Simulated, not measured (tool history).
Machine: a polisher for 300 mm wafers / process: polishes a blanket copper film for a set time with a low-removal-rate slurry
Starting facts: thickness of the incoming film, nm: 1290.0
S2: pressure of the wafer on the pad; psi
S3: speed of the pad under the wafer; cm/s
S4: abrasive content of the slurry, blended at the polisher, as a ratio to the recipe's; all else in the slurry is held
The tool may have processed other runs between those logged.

Run 1, hour 0.0: flow of slurry (ml/min) 120, S2 2.8 psi, S3 112 cm/s, S4 1.0, polishing time (s) 110. Result: film removed (nm) 355.69.
Run 2, hour 6.5: flow of slurry (ml/min) 110, S2 2.8 psi, S3 112 cm/s, S4 1.0, polishing time (s) 110. Result: film removed (nm) 337.46.
Run 3, hour 11.8: flow of slurry (ml/min) 110, S2 2.8 psi, S3 112 cm/s, S4 1.0, polishing time (s) 110. Result: film removed (nm) 335.97.
Run 4, hour 14.0: flow of slurry (ml/min) 110, S2 3.4 psi, S3 112 cm/s, S4 1.0, polishing time (s) 110. Result: film removed (nm) 389.86.
Run 5, hour 15.6: flow of slurry (ml/min) 100, S2 3.1 psi, S3 110 cm/s, S4 1.0, polishing time (s) 110. Result: film removed (nm) 356.91.
Run 6, hour 22.0: flow of slurry (ml/min) 75, S2 3.1 psi, S3 110 cm/s, S4 1.0, polishing time (s) 110. Result: film removed (nm) 334.02.

What does the tool deliver on the next run?
Run 7, hour 27.6: flow of slurry (ml/min) 75, S2 2.9 psi, S3 108 cm/s, S4 1.0, polishing time (s) 110. Result: film removed (nm) ?.

Run 7 came out at film removed (nm) 310.24.

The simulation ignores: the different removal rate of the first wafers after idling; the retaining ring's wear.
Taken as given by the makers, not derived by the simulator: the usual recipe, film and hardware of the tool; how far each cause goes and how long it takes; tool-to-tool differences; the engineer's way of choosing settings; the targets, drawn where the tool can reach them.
